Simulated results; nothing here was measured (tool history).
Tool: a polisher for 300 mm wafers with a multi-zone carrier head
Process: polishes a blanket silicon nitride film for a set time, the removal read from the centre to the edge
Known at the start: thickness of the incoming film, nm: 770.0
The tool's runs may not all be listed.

run	hour	flow of slurry (ml/min)	pressure of the head's centre zone	pressure of the head's middle zone	pressure of the head's edge zone	polishing time (s)	film removed at the wafer's centre (Å)	film removed at mid-radius (Å)	film removed at the wafer's edge (Å)
1	0	315	1	1	1	88	1617.5	1564.7	1609.8
2	5.9	270	1	1	1	88	1559.8	1538.2	1575.8
3	9.5	270	1.03	1	1	88	1642.6	1539	1597.1
4	14.2	270	1.03	0.95	1	88	1592.9	1504.7	1575.9
5	21.2	270	1.03	0.95	1	108	1982.5	1867.8	1928.9
6	27.4	270	1.03	0.95	0.92	108	1912	1840.1	1874.7
7	31.8	275	1.06	0.97	0.9	99	1822.9	1782.9	1719.8
8	37.2	285	1.09	0.95	0.9	91	1784.2	1526.5	1551.3

Forecast run 9:
9	40.3	280	1.09	0.96	0.88	87	?	?	?

Run 9 gave film removed at the wafer's centre (Å) 1693, film removed at mid-radius (Å) 1551.1, film removed at the wafer's edge (Å) 1485.4.

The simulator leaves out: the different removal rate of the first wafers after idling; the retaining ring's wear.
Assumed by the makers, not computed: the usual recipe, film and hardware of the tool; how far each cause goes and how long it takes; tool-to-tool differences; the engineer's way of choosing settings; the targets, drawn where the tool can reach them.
